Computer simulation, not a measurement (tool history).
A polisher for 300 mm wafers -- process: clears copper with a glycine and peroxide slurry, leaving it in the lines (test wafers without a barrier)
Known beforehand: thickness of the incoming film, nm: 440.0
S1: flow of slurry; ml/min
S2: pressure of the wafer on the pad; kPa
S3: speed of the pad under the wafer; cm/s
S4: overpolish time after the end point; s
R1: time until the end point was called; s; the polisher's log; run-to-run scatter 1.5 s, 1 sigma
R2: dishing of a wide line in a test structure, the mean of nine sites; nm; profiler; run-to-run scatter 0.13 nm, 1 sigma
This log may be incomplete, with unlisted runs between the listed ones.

run 1 hour=0 | S1=195 S2=13.1 S3=92 S4=9 | R1=96.634 R2=25.648
run 2 hour=1.8 | S1=185 S2=12.4 S3=94 S4=7 | R1=98.528 R2=20.129
run 3 hour=3.5 | S1=185 S2=12.4 S3=106 S4=7 | R1=92.556 R2=21.641
run 4 hour=5.5 | S1=165 S2=12.4 S3=102 S4=6 | R1=96.643 R2=17.921
run 5 hour=11.3 | S1=135 S2=12.4 S3=102 S4=6 | R1=98.612 R2=17.382
run 6 hour=12.6 | S1=115 S2=12.4 S3=102 S4=6 | R1=99.318 R2=17.095
run 7 hour=18.3 | S1=115 S2=9.7 S3=110 S4=3 | R1=113.16 R2=8.326

Run 8, settings as shown, results not yet in. Your forecast:
run 8 hour=21.2 | S1=135 S2=10.3 S3=108 S4=3 | R1=? R2=?

{"run 8": {"R1": 103.63, "R2": 8.5967}}

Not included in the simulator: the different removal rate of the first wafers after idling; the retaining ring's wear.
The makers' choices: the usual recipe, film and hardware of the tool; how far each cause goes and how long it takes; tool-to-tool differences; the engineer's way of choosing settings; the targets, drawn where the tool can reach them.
